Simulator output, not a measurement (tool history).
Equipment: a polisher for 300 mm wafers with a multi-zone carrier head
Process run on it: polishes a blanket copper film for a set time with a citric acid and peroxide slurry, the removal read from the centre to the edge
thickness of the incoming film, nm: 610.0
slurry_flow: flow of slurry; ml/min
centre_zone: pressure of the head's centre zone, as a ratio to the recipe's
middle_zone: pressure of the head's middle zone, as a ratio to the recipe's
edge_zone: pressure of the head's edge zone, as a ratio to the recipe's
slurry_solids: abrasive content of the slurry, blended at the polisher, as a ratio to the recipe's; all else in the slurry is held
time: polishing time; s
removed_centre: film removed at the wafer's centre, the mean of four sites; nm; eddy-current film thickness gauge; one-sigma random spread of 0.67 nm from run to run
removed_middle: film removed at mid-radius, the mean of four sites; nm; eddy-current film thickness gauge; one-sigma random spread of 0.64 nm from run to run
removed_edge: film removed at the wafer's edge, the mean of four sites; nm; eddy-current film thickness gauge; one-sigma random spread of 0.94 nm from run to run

Run 1, hour 0.0: slurry_flow 130 ml/min, centre_zone 1.00, middle_zone 1.00, edge_zone 1.00, slurry_solids 1.00, time 49 s. Result: removed_centre 73.709 nm, removed_middle 70.416 nm, removed_edge 72.807 nm.
Run 2, hour 2.9: slurry_flow 130 ml/min, centre_zone 1.00, middle_zone 1.00, edge_zone 1.00, slurry_solids 1.00, time 44 s. Result: removed_centre 65.920 nm, removed_middle 62.815 nm, removed_edge 65.510 nm.
Run 3, hour 9.3: slurry_flow 140 ml/min, centre_zone 1.03, middle_zone 1.03, edge_zone 1.03, slurry_solids 1.10, time 45 s. Result: removed_centre 71.760 nm, removed_middle 68.469 nm, removed_edge 68.554 nm.
Run 4, hour 11.8: slurry_flow 145 ml/min, centre_zone 1.05, middle_zone 1.04, edge_zone 1.05, slurry_solids 1.20, time 47 s. Result: removed_centre 78.043 nm, removed_middle 72.715 nm, removed_edge 73.254 nm.
Run 5, hour 14.4: slurry_flow 145 ml/min, centre_zone 1.05, middle_zone 1.04, edge_zone 1.02, slurry_solids 1.20, time 47 s. Result: removed_centre 78.740 nm, removed_middle 73.793 nm, removed_edge 73.104 nm.
Run 6, hour 18.2: slurry_flow 150 ml/min, centre_zone 1.06, middle_zone 1.05, edge_zone 1.04, slurry_solids 1.25, time 49 s. Result: removed_centre 82.954 nm, removed_middle 78.351 nm, removed_edge 77.482 nm.
Run 7, hour 20.0: slurry_flow 155 ml/min, centre_zone 1.08, middle_zone 1.06, edge_zone 1.06, slurry_solids 1.30, time 50 s. Result: removed_centre 87.832 nm, removed_middle 80.724 nm, removed_edge 79.727 nm.
Run 8, hour 24.8: slurry_flow 160 ml/min, centre_zone 1.09, middle_zone 1.07, edge_zone 1.07, slurry_solids 1.35, time 51 s. Result: removed_centre 91.317 nm, removed_middle 85.526 nm, removed_edge 83.441 nm.
Run 9, hour 25.8: slurry_flow 165 ml/min, centre_zone 1.11, middle_zone 1.08, edge_zone 1.08, slurry_solids 1.40, time 52 s. Result: removed_centre 95.610 nm, removed_middle 87.159 nm, removed_edge 86.233 nm.
Run 10, hour 33.5: slurry_flow 170 ml/min, centre_zone 1.12, middle_zone 1.09, edge_zone 1.09, slurry_solids 1.40, time 53 s. Result: removed_centre 98.507 nm, removed_middle 91.039 nm, removed_edge 88.620 nm.

Predict the results of run 11:
Run 11, hour 41.8: slurry_flow 200 ml/min, centre_zone 1.19, middle_zone 1.12, edge_zone 1.16, slurry_solids 1.50, time 53 s. Result: removed_centre ?, removed_middle ?, removed_edge ?.

Run 11 gave removed_centre 108.130 nm, removed_middle 94.743 nm, removed_edge 93.916 nm.

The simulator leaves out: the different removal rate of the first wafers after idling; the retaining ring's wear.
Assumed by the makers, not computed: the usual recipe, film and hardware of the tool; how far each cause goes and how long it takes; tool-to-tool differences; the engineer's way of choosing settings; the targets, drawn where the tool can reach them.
